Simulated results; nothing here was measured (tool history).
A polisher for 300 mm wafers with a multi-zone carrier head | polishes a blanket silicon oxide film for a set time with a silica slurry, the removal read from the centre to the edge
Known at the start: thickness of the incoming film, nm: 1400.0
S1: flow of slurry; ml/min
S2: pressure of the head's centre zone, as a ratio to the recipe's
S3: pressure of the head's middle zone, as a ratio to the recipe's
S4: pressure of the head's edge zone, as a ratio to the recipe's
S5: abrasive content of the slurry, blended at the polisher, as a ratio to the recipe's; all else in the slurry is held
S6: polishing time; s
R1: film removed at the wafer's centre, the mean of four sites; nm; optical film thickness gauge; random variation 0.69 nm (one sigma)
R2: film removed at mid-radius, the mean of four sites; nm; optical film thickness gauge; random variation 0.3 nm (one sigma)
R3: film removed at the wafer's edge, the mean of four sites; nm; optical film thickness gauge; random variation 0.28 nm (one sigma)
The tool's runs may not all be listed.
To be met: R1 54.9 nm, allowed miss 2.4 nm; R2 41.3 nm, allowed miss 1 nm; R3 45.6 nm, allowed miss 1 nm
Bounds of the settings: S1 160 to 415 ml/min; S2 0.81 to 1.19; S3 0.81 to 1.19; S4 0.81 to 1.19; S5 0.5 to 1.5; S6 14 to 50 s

run	hour	S1	S2	S3	S4	S5	S6	R1	R2	R3
1	0	265	1	1	1	1	32	68.534	64.884	66.725
2	8.7	320	1	1	1	1	32	68.06	65.565	68.021
3	14.5	320	1	1	0.92	1	32	68.804	65.551	65.326
4	22.8	320	1.06	1	0.92	1	32	74.474	66.748	65.355
5	26.8	320	1.06	1	0.97	1	32	74.402	66.28	66.731
6	33.9	260	1.06	1	0.97	1	32	73.576	65.11	64.868
7	41.3	250	1.06	0.97	0.95	0.9	32	67.139	58.86	60.55
8	45.2	240	1.07	0.95	0.93	0.85	32	64.357	54.316	56.454
9	53	230	1.07	0.93	0.91	0.85	32	62.89	53.768	55.711
10	58.9	230	1.07	0.93	0.91	0.85	32	64.363	53.344	56.291
11	61.3	220	1.07	0.92	0.89	0.8	32	60.427	49.96	52.247

4 next moves are on the table. One of them brings every result within its allowed miss. Which?
A	63.7	160	1.13	0.87	0.88	0.7	33	?	?	?
B	63.7	225	1.14	1.03	0.81	0.8	26	?	?	?
C	63.7	235	0.81	0.87	0.96	0.9	33	?	?	?
D	63.7	160	1.12	0.89	0.94	0.95	23	?	?	?

move	R1	R2	R3
A	54.86	41.367	45.901
B	52.367	44.812	41.331
C	52.256	54.913	62.235
D	50.021	38.773	43.313
A: meets every target
B: nearer than the last run, and not there yet
C: further off than the last run
D: takes the result that was furthest off past its target
Answer: A
